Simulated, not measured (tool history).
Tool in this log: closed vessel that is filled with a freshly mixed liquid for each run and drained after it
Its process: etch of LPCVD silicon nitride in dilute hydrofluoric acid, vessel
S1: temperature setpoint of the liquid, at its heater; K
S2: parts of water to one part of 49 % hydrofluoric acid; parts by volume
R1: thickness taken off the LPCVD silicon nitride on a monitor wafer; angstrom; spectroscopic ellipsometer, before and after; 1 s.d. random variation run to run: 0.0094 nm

run 1 hour=0.0 | S1=294.15 S2=95 time_in_the_liquid_(s)=940 | R1=34.350
run 2 hour=3.5 | S1=293.15 S2=95 time_in_the_liquid_(s)=940 | R1=31.823
run 3 hour=5.5 | S1=292.65 S2=95 time_in_the_liquid_(s)=940 | R1=30.849
run 4 hour=11.2 | S1=292.65 S2=70 time_in_the_liquid_(s)=940 | R1=41.603
run 5 hour=19.8 | S1=294.15 S2=70 time_in_the_liquid_(s)=940 | R1=46.038
run 6 hour=29.4 | S1=294.15 S2=40 time_in_the_liquid_(s)=940 | R1=79.152

Run 7 comes next. What will it give?
run 7 hour=34.4 | S1=293.15 S2=55 time_in_the_liquid_(s)=940 | R1=?

R1: 54.385 angstrom
